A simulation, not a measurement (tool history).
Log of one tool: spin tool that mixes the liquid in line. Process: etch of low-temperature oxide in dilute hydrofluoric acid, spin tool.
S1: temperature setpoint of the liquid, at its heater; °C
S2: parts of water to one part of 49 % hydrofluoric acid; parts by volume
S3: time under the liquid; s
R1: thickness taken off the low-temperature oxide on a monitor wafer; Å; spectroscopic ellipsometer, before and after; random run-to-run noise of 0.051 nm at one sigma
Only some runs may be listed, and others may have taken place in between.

run 1 hour=0.0 | S1=21.0 S2=210 S3=55 | R1=33.322
run 2 hour=4.8 | S1=21.0 S2=210 S3=45 | R1=27.451
run 3 hour=6.9 | S1=21.0 S2=210 S3=45 | R1=27.387
run 4 hour=9.8 | S1=22.5 S2=175 S3=45 | R1=36.021
run 5 hour=11.2 | S1=26.0 S2=175 S3=45 | R1=40.754
run 6 hour=20.3 | S1=26.0 S2=215 S3=45 | R1=31.994
run 7 hour=29.0 | S1=26.5 S2=180 S3=45 | R1=40.335
run 8 hour=33.6 | S1=27.0 S2=155 S3=45 | R1=49.213

What will run 9 give?
run 9 hour=38.8 | S1=29.0 S2=70 S3=45 | R1=?

{"run 9": {"R1": 131.99}}

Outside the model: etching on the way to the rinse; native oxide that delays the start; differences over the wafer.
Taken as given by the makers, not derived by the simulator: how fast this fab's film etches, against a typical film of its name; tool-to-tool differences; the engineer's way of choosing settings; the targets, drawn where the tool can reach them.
